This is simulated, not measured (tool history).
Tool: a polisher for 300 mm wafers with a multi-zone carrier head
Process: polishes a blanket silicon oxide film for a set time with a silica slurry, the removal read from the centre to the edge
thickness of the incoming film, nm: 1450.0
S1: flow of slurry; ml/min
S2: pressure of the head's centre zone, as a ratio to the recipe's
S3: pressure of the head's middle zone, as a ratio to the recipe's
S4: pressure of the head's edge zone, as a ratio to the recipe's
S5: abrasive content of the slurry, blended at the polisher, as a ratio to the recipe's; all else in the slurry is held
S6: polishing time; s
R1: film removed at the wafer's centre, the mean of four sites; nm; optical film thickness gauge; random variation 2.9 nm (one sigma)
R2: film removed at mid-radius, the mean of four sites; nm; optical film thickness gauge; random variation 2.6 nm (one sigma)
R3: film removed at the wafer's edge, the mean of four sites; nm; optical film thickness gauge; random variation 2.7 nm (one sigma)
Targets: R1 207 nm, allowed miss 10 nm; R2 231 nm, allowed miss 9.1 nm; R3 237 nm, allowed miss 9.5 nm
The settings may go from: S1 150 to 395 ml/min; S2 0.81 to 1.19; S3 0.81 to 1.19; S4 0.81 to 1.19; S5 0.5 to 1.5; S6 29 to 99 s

run 1 day=0 | S1=250 S2=1 S3=1 S4=1 S5=1 S6=64 | R1=341.99 R2=329.95 R3=341.58
run 2 day=0.067 | S1=250 S2=1 S3=1 S4=1 S5=0.9 S6=64 | R1=325.46 R2=315.92 R3=318.33
run 3 day=0.271 | S1=250 S2=1 S3=1 S4=1.05 S5=0.9 S6=64 | R1=322.4 R2=315.63 R3=327.52
run 4 day=0.446 | S1=305 S2=1 S3=1 S4=1.05 S5=0.9 S6=64 | R1=331.8 R2=327.48 R3=327.17
run 5 day=0.471 | S1=300 S2=0.96 S3=0.98 S4=1.05 S5=0.8 S6=62 | R1=291.64 R2=286.58 R3=297.29
run 6 day=0.592 | S1=295 S2=0.92 S3=0.99 S4=1.05 S5=0.7 S6=61 | R1=241.88 R2=266.79 R3=271.41
run 7 day=0.946 | S1=295 S2=0.9 S3=0.97 S4=1.02 S5=0.65 S6=61 | R1=234.82 R2=246.74 R3=251.25
run 8 day=1.025 | S1=285 S2=0.88 S3=0.97 S4=1.01 S5=0.65 S6=61 | R1=223.62 R2=241.38 R3=246.07

Which of these 4 next moves meets every target?
run A day=1.104 | S1=305 S2=0.81 S3=0.92 S4=0.94 S5=0.75 S6=60 | R1=? R2=? R3=?
run B day=1.104 | S1=270 S2=1.02 S3=0.94 S4=0.9 S5=0.6 S6=69 | R1=? R2=? R3=?
run C day=1.104 | S1=275 S2=0.88 S3=0.99 S4=1.03 S5=0.65 S6=56 | R1=? R2=? R3=?
run D day=1.104 | S1=330 S2=1.01 S3=0.87 S4=0.81 S5=0.75 S6=57 | R1=? R2=? R3=?

move=A R1=218.68 R2=254.53 R3=266.31
move=B R1=269.08 R2=252.74 R3=255.51
move=C R1=199.72 R2=227.38 R3=234.23
move=D R1=261.53 R2=232.34 R3=238.02
A: further off than the last run
B: further off than the last run
C: meets every target
D: further off than the last run
Move C is the one to make.

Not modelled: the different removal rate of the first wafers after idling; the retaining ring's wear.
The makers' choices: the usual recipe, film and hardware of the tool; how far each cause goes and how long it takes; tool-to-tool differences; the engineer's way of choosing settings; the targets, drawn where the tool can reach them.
